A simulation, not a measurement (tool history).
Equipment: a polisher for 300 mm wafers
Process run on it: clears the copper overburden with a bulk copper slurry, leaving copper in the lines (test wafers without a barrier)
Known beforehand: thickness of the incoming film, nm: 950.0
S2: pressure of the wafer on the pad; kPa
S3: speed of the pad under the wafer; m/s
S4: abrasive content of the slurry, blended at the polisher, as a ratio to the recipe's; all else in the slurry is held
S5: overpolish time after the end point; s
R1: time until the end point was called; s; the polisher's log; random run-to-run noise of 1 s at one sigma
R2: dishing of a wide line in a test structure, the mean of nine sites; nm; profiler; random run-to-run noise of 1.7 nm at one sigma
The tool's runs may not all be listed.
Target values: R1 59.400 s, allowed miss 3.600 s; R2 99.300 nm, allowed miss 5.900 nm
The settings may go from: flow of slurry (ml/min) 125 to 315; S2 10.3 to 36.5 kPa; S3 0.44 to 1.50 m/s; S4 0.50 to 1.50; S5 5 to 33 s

Run 1, hour 0.0: flow of slurry (ml/min) 205, S2 23.4 kPa, S3 0.96 m/s, S4 1.00, S5 17 s. Result: R1 84.715 s, R2 78.561 nm.
Run 2, hour 2.2: flow of slurry (ml/min) 205, S2 25.5 kPa, S3 0.96 m/s, S4 1.00, S5 17 s. Result: R1 82.365 s, R2 82.784 nm.
Run 3, hour 7.9: flow of slurry (ml/min) 205, S2 25.5 kPa, S3 1.18 m/s, S4 1.00, S5 17 s. Result: R1 65.746 s, R2 92.507 nm.
Run 4, hour 11.4: flow of slurry (ml/min) 205, S2 25.5 kPa, S3 1.18 m/s, S4 1.00, S5 21 s. Result: R1 66.200 s, R2 100.800 nm.
Run 5, hour 15.9: flow of slurry (ml/min) 205, S2 25.5 kPa, S3 1.18 m/s, S4 1.00, S5 24 s. Result: R1 65.762 s, R2 107.470 nm.
Run 6, hour 16.8: flow of slurry (ml/min) 205, S2 25.5 kPa, S3 1.18 m/s, S4 1.10, S5 24 s. Result: R1 65.007 s, R2 105.120 nm.
Run 7, hour 17.6: flow of slurry (ml/min) 205, S2 25.5 kPa, S3 1.18 m/s, S4 1.10, S5 23 s. Result: R1 64.210 s, R2 104.580 nm.
Run 8, hour 22.0: flow of slurry (ml/min) 205, S2 25.5 kPa, S3 1.18 m/s, S4 1.10, S5 22 s. Result: R1 64.793 s, R2 102.210 nm.
Run 9, hour 23.5: flow of slurry (ml/min) 205, S2 25.5 kPa, S3 1.18 m/s, S4 1.10, S5 22 s. Result: R1 64.784 s, R2 101.770 nm.
Run 10, hour 30.8: flow of slurry (ml/min) 205, S2 26.2 kPa, S3 1.18 m/s, S4 1.10, S5 21 s. Result: R1 64.061 s, R2 101.750 nm.

4 candidate next runs follow, results not yet known. Just one meets every target within its allowed miss. Identify it.
Run A, hour 38.1: flow of slurry (ml/min) 225, S2 25.5 kPa, S3 1.18 m/s, S4 0.90, S5 21 s. Result: R1 ?, R2 ?.
Run B, hour 38.1: flow of slurry (ml/min) 215, S2 24.1 kPa, S3 1.10 m/s, S4 1.05, S5 22 s. Result: R1 ?, R2 ?.
Run C, hour 38.1: flow of slurry (ml/min) 245, S2 27.6 kPa, S3 1.22 m/s, S4 1.00, S5 25 s. Result: R1 ?, R2 ?.
Run D, hour 38.1: flow of slurry (ml/min) 200, S2 26.2 kPa, S3 1.26 m/s, S4 1.15, S5 18 s. Result: R1 ?, R2 ?.

move      R1       R2
   A  67.879   99.497
   B  74.246   97.126
   C  59.926  110.840
   D  60.609   98.260
A: further off than the last run
B: further off than the last run
C: gets the furthest-off result to its target, but another result is out of tolerance
D: every result within its allowed miss
The move that meets every target is D.
